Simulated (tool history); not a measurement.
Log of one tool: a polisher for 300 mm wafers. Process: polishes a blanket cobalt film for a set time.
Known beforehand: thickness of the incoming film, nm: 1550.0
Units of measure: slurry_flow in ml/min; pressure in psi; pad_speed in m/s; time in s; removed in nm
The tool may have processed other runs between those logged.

{"run": 1, "day": 0.0, "slurry_flow": 320, "pressure": 1.6, "pad_speed": 1.16, "time": 33, "removed": 128.55}
{"run": 2, "day": 0.338, "slurry_flow": 320, "pressure": 1.4, "pad_speed": 1.1, "time": 33, "removed": 112.39}
{"run": 3, "day": 0.5, "slurry_flow": 320, "pressure": 1.3, "pad_speed": 1.02, "time": 33, "removed": 101.73}
{"run": 4, "day": 0.733, "slurry_flow": 245, "pressure": 1.3, "pad_speed": 1.02, "time": 33, "removed": 98.56}
{"run": 5, "day": 1.104, "slurry_flow": 245, "pressure": 1.3, "pad_speed": 1.02, "time": 33, "removed": 99.878}
{"run": 6, "day": 1.262, "slurry_flow": 245, "pressure": 1.3, "pad_speed": 1.28, "time": 33, "removed": 121.79}
{"run": 7, "day": 1.288, "slurry_flow": 245, "pressure": 1.3, "pad_speed": 1.28, "time": 33, "removed": 120.02}
{"run": 8, "day": 1.504, "slurry_flow": 245, "pressure": 1.2, "pad_speed": 1.18, "time": 33, "removed": 106.73}
{"run": 9, "day": 1.875, "slurry_flow": 245, "pressure": 1.1, "pad_speed": 1.1, "time": 33, "removed": 96.024}
{"run": 10, "day": 1.962, "slurry_flow": 245, "pressure": 1.0, "pad_speed": 1.02, "time": 33, "removed": 84.195}
{"run": 11, "day": 2.154, "slurry_flow": 245, "pressure": 0.9, "pad_speed": 0.96, "time": 33, "removed": 76.177}
{"run": 12, "day": 2.45, "slurry_flow": 245, "pressure": 0.9, "pad_speed": 0.92, "time": 33, "removed": 73.044}

Run 13 is up next; what results do you expect?
{"run": 13, "day": 2.638, "slurry_flow": 245, "pressure": 0.9, "pad_speed": 0.88, "time": 33, "removed": "?"}

Run 13 produced removed 71.955 nm.

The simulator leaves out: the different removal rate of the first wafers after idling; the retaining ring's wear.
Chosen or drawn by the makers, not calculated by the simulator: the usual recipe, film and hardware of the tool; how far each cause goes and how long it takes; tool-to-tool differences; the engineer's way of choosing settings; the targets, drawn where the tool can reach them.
